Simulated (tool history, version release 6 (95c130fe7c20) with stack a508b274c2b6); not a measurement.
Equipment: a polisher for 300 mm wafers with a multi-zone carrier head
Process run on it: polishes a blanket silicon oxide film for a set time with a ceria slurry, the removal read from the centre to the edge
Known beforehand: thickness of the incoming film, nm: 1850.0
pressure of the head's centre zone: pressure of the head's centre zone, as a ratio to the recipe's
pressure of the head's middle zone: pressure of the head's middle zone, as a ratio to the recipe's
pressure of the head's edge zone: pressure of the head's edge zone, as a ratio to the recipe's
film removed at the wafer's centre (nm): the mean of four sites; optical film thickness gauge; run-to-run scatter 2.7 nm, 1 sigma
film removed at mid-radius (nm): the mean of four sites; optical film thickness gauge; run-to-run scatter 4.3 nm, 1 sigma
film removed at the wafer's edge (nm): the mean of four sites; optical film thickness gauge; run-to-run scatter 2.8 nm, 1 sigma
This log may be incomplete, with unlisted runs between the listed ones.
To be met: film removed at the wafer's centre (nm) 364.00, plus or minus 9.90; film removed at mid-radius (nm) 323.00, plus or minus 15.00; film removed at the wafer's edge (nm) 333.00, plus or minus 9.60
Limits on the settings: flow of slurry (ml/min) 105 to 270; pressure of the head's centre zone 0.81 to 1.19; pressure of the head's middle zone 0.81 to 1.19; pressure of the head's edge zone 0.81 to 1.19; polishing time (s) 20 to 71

| run | hour | flow of slurry (ml/min) | pressure of the head's centre zone | pressure of the head's middle zone | pressure of the head's edge zone | polishing time (s) | film removed at the wafer's centre (nm) | film removed at mid-radius (nm) | film removed at the wafer's edge (nm) |
|---|---|---|---|---|---|---|---|---|---|
| 1 | 0.0 | 175 | 1.00 | 1.00 | 1.00 | 45 | 295.44 | 281.91 | 285.48 |
| 2 | 1.0 | 175 | 1.00 | 1.00 | 0.92 | 45 | 294.64 | 286.67 | 275.77 |
| 3 | 3.2 | 180 | 1.01 | 1.00 | 0.94 | 45 | 297.97 | 290.91 | 282.77 |
| 4 | 10.6 | 180 | 1.01 | 1.00 | 1.01 | 45 | 299.95 | 290.13 | 289.74 |
| 5 | 16.5 | 180 | 1.05 | 1.00 | 1.01 | 45 | 310.97 | 286.85 | 290.19 |
| 6 | 25.3 | 185 | 1.06 | 1.00 | 1.02 | 45 | 317.70 | 290.79 | 289.33 |
| 7 | 32.2 | 190 | 1.06 | 1.00 | 1.04 | 45 | 318.90 | 294.55 | 300.00 |
| 8 | 33.2 | 200 | 1.07 | 1.00 | 1.04 | 45 | 319.08 | 294.73 | 301.00 |
| 9 | 37.3 | 205 | 1.08 | 1.00 | 1.05 | 45 | 322.78 | 298.26 | 300.59 |
| 10 | 38.5 | 210 | 1.09 | 1.00 | 1.06 | 45 | 335.77 | 301.72 | 302.21 |
| 11 | 44.8 | 210 | 1.09 | 1.00 | 1.06 | 45 | 332.72 | 292.51 | 299.80 |
| 12 | 50.5 | 210 | 1.09 | 1.01 | 1.07 | 45 | 330.25 | 297.00 | 302.72 |
| 13 | 58.5 | 215 | 1.09 | 1.01 | 1.08 | 45 | 335.79 | 295.37 | 302.90 |
| 14 | 61.9 | 215 | 1.09 | 1.01 | 1.08 | 46 | 347.53 | 305.02 | 316.80 |
| 15 | 64.3 | 220 | 1.09 | 1.02 | 1.08 | 46 | 339.69 | 314.74 | 313.89 |
| 16 | 73.3 | 225 | 1.09 | 1.02 | 1.09 | 46 | 340.45 | 313.21 | 318.73 |
| 17 | 79.6 | 225 | 1.09 | 1.02 | 1.09 | 46 | 343.68 | 309.47 | 316.76 |
| 18 | 85.3 | 225 | 1.09 | 1.02 | 1.10 | 46 | 342.23 | 309.45 | 317.10 |

Below are 5 possible settings for the next run. Only one of them brings all results inside the allowed miss of their targets. Which is it?
| A | 91.0 | 195 | 1.08 | 0.98 | 1.04 | 50 | ? | ? | ? |
| B | 91.0 | 250 | 1.05 | 1.09 | 1.07 | 47 | ? | ? | ? |
| C | 91.0 | 230 | 1.00 | 1.04 | 1.15 | 48 | ? | ? | ? |
| D | 91.0 | 270 | 1.02 | 0.93 | 1.06 | 45 | ? | ? | ? |
| E | 91.0 | 250 | 0.97 | 0.93 | 1.02 | 46 | ? | ? | ? |

| move | film removed at the wafer's centre (nm) | film removed at mid-radius (nm) | film removed at the wafer's edge (nm) |
|---|---|---|---|
| A | 362.38 | 322.37 | 325.58 |
| B | 344.33 | 342.49 | 318.05 |
| C | 330.79 | 332.94 | 334.49 |
| D | 323.00 | 290.48 | 305.78 |
| E | 310.80 | 294.40 | 304.66 |
A: meets every target
B: nearer than the last run, and not there yet
C: the biggest miss grows against the last run
D: the biggest miss grows against the last run
E: the biggest miss grows against the last run
The right move is A.
